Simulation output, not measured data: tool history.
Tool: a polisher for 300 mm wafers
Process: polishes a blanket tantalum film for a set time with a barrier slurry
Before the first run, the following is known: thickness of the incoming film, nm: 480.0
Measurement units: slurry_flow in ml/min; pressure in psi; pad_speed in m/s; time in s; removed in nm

| run | hour | slurry_flow | pressure | pad_speed | slurry_solids | time | removed |
|---|---|---|---|---|---|---|---|
| 1 | 0 | 210 | 1.4 | 1.18 | 1 | 56 | 84.23 |
| 2 | 6.3 | 180 | 1.4 | 1.18 | 1 | 56 | 80.492 |
| 3 | 12.4 | 180 | 1.4 | 1.18 | 1.15 | 56 | 85.744 |
| 4 | 16.1 | 180 | 1.3 | 1.18 | 1.15 | 56 | 80.811 |
| 5 | 18 | 180 | 1.6 | 1.18 | 1.15 | 56 | 93.896 |
| 6 | 25.2 | 180 | 1.8 | 1.18 | 1.15 | 56 | 101.43 |
| 7 | 30.5 | 180 | 1.7 | 1.14 | 1.15 | 56 | 94.159 |
| 8 | 33.2 | 180 | 1.7 | 1.14 | 1.15 | 56 | 95.218 |
| 9 | 37.2 | 180 | 1.7 | 1.14 | 1.15 | 56 | 94.023 |

Predict the results of run 10:
| 10 | 44.8 | 180 | 1.6 | 1.12 | 1.15 | 56 | ? |

removed: 90.148 nm
